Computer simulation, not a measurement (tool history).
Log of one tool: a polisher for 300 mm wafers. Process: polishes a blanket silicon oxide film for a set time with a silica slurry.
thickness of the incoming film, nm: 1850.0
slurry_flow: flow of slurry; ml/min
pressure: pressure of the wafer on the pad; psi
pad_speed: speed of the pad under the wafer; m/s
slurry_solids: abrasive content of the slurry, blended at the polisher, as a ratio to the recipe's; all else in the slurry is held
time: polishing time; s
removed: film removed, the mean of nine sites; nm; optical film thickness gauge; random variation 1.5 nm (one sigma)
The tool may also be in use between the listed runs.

Run 1, hour 0.0: slurry_flow 295 ml/min, pressure 4.7 psi, pad_speed 0.98 m/s, slurry_solids 1.0, time 42 s. Result: removed 110.01 nm.
Run 2, hour 3.8: slurry_flow 295 ml/min, pressure 5.4 psi, pad_speed 1.02 m/s, slurry_solids 1.0, time 42 s. Result: removed 130.81 nm.
Run 3, hour 5.5: slurry_flow 295 ml/min, pressure 5.4 psi, pad_speed 0.92 m/s, slurry_solids 1.0, time 42 s. Result: removed 119.64 nm.
Run 4, hour 7.6: slurry_flow 365 ml/min, pressure 5.4 psi, pad_speed 0.92 m/s, slurry_solids 1.0, time 42 s. Result: removed 122.43 nm.
Run 5, hour 12.0: slurry_flow 365 ml/min, pressure 5.9 psi, pad_speed 0.98 m/s, slurry_solids 1.0, time 42 s. Result: removed 138.94 nm.
Run 6, hour 17.3: slurry_flow 330 ml/min, pressure 5.9 psi, pad_speed 0.98 m/s, slurry_solids 1.0, time 42 s. Result: removed 136.85 nm.
Run 7, hour 18.5: slurry_flow 355 ml/min, pressure 7.2 psi, pad_speed 1.20 m/s, slurry_solids 1.0, time 42 s. Result: removed 194.54 nm.
Run 8, hour 22.2: slurry_flow 355 ml/min, pressure 7.2 psi, pad_speed 1.20 m/s, slurry_solids 1.0, time 42 s. Result: removed 199.36 nm.

Run 9 comes next. What will it give?
Run 9, hour 29.0: slurry_flow 360 ml/min, pressure 7.3 psi, pad_speed 1.30 m/s, slurry_solids 1.0, time 42 s. Result: removed ?.

{"run 9": {"removed": 211.66}}

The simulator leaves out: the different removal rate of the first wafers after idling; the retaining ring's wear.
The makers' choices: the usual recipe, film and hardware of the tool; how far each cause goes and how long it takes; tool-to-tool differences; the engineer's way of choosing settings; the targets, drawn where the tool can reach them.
